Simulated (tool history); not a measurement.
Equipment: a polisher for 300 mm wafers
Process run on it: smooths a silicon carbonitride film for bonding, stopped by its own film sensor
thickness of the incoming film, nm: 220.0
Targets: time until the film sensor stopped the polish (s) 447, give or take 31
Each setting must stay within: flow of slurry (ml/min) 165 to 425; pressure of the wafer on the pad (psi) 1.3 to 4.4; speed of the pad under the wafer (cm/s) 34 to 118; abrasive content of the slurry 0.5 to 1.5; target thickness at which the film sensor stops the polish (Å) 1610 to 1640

run,hour,flow of slurry (ml/min),pressure of the wafer on the pad (psi),speed of the pad under the wafer (cm/s),abrasive content of the slurry,target thickness at which the film sensor stops the polish (Å),time until the film sensor stopped the polish (s)
1,0,275,2.8,76,1,1640,229.93
2,6.6,220,2.8,76,1,1640,234.13
3,10.5,220,2.6,74,1,1640,255.39
4,15.9,220,2.1,74,1,1640,294.99
5,21.8,220,2.1,84,1,1640,268.58
6,30.7,220,2,80,1,1640,280.12
7,37.1,220,1.9,76,1,1640,300.33
# hour 44.6: slurry nozzle cleaned
8,44.6,220,1.8,72,1,1640,318.79
9,53.4,220,1.7,70,1,1640,326.46
10,55.1,220,1.6,68,1,1640,351.91

Exercise: of the 4 proposed moves below, exactly one satisfies all targets within the stated allowed misses. Which move is it?
A,56.8,235,1.4,64,0.95,1640,?
B,56.8,175,1.5,54,1.05,1610,?
C,56.8,245,1.6,68,0.95,1610,?
D,56.8,235,1.6,62,1,1620,?

move,time until the film sensor stopped the polish (s)
A,382.47
B,426.05
C,358.17
D,363.77
A: an improvement on the last run, though not all results are within tolerance
B: in spec on every target
C: an improvement on the last run, though not all results are within tolerance
D: an improvement on the last run, though not all results are within tolerance
Move B is the one to make.
